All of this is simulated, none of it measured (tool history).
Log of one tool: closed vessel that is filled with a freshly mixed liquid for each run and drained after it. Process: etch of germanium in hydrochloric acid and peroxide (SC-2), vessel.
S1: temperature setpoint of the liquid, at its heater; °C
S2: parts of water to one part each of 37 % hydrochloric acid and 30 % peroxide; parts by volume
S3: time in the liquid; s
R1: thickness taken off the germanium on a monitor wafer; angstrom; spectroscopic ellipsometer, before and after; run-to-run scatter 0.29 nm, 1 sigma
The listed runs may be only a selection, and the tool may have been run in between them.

run	hour	S1	S2	S3	R1
1	0.0	47.0	6	30	693.57
2	2.1	47.0	6	30	690.32
3	10.8	43.5	6	30	625.25
4	14.2	40.5	7	30	558.04
5	15.7	40.5	7	30	551.25
6	24.3	39.0	7	30	518.71
7	25.2	38.0	7	30	507.54

For run 8, what comes out?
8	26.4	37.5	7	30	?

{"run 8": {"R1": 498.85}}
